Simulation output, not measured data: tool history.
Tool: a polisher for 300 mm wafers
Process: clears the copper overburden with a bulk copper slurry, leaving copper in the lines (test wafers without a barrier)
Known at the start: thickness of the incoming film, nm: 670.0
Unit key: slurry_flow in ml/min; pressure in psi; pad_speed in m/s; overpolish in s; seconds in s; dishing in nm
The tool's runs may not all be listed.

| run | day | slurry_flow | pressure | pad_speed | slurry_solids | overpolish | seconds | dishing |
|---|---|---|---|---|---|---|---|---|
| 1 | 0.000 | 295 | 2.4 | 1.18 | 1.00 | 30 | 73.567 | 122.44 |
| 2 | 0.358 | 295 | 2.4 | 1.42 | 1.00 | 30 | 61.779 | 133.37 |
| 3 | 0.588 | 295 | 2.4 | 1.58 | 1.00 | 30 | 55.736 | 140.10 |
| 4 | 0.633 | 225 | 2.4 | 1.58 | 1.00 | 30 | 57.476 | 139.96 |
| 5 | 0.862 | 225 | 2.4 | 1.34 | 1.00 | 30 | 66.830 | 125.89 |
| 6 | 0.888 | 225 | 2.4 | 1.34 | 1.15 | 30 | 65.009 | 129.55 |
| 7 | 0.942 | 230 | 2.5 | 1.34 | 1.15 | 27 | 62.811 | 122.93 |
| 8 | 1.254 | 235 | 2.6 | 1.34 | 1.15 | 26 | 60.905 | 127.51 |
| 9 | 1.454 | 240 | 2.7 | 1.34 | 1.15 | 24 | 58.138 | 124.53 |
| 10 | 1.758 | 245 | 2.7 | 1.34 | 1.15 | 23 | 57.140 | 121.64 |
| 11 | 2.012 | 250 | 2.7 | 1.34 | 1.15 | 23 | 58.169 | 125.81 |
| 12 | 2.367 | 250 | 2.7 | 1.34 | 1.15 | 22 | 58.380 | 120.25 |

Forecast run 13:
| 13 | 2.625 | 250 | 2.7 | 1.34 | 1.15 | 22 | ? | ? |

seconds: 57.176 s
dishing: 118.74 nm

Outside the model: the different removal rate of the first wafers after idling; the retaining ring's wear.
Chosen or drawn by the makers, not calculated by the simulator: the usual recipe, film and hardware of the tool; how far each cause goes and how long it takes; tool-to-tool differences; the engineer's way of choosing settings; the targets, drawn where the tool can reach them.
